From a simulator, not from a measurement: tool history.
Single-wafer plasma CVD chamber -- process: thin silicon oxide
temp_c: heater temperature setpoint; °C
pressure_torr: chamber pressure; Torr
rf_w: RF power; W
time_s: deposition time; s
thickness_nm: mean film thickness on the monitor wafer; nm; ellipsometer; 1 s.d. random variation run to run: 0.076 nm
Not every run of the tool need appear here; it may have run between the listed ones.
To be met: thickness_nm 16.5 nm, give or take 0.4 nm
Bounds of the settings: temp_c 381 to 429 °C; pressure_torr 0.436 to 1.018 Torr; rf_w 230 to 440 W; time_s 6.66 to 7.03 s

run	hour	temp_c	pressure_torr	rf_w	time_s	thickness_nm
1	0	405	0.727	335	7.03	12.461
2	6.5	405	0.752	335	7.03	12.969
3	11.2	397	0.752	335	7.03	12.933
4	13.8	397	0.752	335	7.03	12.881
5	16.1	397	0.645	335	7.03	11.037
6	22.1	397	0.679	335	7.03	11.819
7	23.8	397	0.71	335	7.03	12.25
8	27.3	397	0.855	345	7.03	14.826
9	28	397	0.865	345	7.03	14.944
10	30.8	397	0.875	345	7.03	14.894
11	38	397	0.886	345	7.03	15.074
12	45	397	0.896	345	7.03	15.205

Consider the 4 candidate settings below. Which is the only one whose results all fall within their allowed miss of target?
A	52	399	0.936	380	7.03	?
B	52	398	0.967	405	7.03	?
C	52	410	0.973	410	7.03	?
D	52	398	0.966	405	7.03	?

move	thickness_nm
A	16.35
B	17.181
C	17.194
D	17.167
A: hits every target within its allowed miss
B: the result that was furthest off in the last run now lies on the other side of its target
C: the result that was furthest off in the last run now lies on the other side of its target
D: the result that was furthest off in the last run now lies on the other side of its target
Go with A: it meets all targets.

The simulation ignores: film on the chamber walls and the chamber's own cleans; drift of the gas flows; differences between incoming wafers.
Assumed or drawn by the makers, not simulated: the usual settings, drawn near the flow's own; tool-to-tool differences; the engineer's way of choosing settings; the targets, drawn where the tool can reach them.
